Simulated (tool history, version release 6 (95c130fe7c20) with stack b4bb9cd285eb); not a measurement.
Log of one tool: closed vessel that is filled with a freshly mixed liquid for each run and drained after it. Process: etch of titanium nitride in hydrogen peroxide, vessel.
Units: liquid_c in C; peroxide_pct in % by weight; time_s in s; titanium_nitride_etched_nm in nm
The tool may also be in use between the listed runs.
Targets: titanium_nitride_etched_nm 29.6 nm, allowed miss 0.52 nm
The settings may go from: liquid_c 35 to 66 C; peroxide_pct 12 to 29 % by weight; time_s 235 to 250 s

{"run": 1, "day": 0.0, "liquid_c": 51, "peroxide_pct": 19.5, "time_s": 235, "titanium_nitride_etched_nm": 19.93}
{"run": 2, "day": 0.233, "liquid_c": 52, "peroxide_pct": 19.5, "time_s": 235, "titanium_nitride_etched_nm": 21.32}
{"run": 3, "day": 0.308, "liquid_c": 57.5, "peroxide_pct": 19.5, "time_s": 235, "titanium_nitride_etched_nm": 31.565}
{"run": 4, "day": 0.45, "liquid_c": 57.5, "peroxide_pct": 19.5, "time_s": 235, "titanium_nitride_etched_nm": 31.55}
{"run": 5, "day": 0.8, "liquid_c": 61, "peroxide_pct": 19.5, "time_s": 235, "titanium_nitride_etched_nm": 39.989}
{"run": 6, "day": 1.167, "liquid_c": 61, "peroxide_pct": 19.5, "time_s": 235, "titanium_nitride_etched_nm": 40.069}
{"run": 7, "day": 1.233, "liquid_c": 60, "peroxide_pct": 19.5, "time_s": 235, "titanium_nitride_etched_nm": 37.398}
{"run": 8, "day": 1.583, "liquid_c": 59.5, "peroxide_pct": 19.5, "time_s": 235, "titanium_nitride_etched_nm": 36.069}
{"run": 9, "day": 1.9, "liquid_c": 59, "peroxide_pct": 19.5, "time_s": 235, "titanium_nitride_etched_nm": 34.694}
{"run": 10, "day": 2.246, "liquid_c": 58.5, "peroxide_pct": 19.5, "time_s": 235, "titanium_nitride_etched_nm": 33.669}
{"run": 11, "day": 2.325, "liquid_c": 58, "peroxide_pct": 19.5, "time_s": 235, "titanium_nitride_etched_nm": 32.518}
{"run": 12, "day": 2.471, "liquid_c": 57.5, "peroxide_pct": 19.5, "time_s": 235, "titanium_nitride_etched_nm": 31.504}
{"run": 13, "day": 2.65, "liquid_c": 57, "peroxide_pct": 19.5, "time_s": 235, "titanium_nitride_etched_nm": 30.202}

Which of these 4 next moves meets every target?
{"run": "A", "day": 2.829, "liquid_c": 56, "peroxide_pct": 19, "time_s": 235, "titanium_nitride_etched_nm": "?"}
{"run": "B", "day": 2.829, "liquid_c": 56, "peroxide_pct": 20, "time_s": 235, "titanium_nitride_etched_nm": "?"}
{"run": "C", "day": 2.829, "liquid_c": 57, "peroxide_pct": 15, "time_s": 250, "titanium_nitride_etched_nm": "?"}
{"run": "D", "day": 2.829, "liquid_c": 56, "peroxide_pct": 19, "time_s": 245, "titanium_nitride_etched_nm": "?"}

move=A titanium_nitride_etched_nm=28.045
move=B titanium_nitride_etched_nm=28.354
move=C titanium_nitride_etched_nm=30.417
move=D titanium_nitride_etched_nm=29.238
A: takes the result that was furthest off past its target
B: takes the result that was furthest off past its target
C: further off than the last run
D: meets every target
The right move is D.

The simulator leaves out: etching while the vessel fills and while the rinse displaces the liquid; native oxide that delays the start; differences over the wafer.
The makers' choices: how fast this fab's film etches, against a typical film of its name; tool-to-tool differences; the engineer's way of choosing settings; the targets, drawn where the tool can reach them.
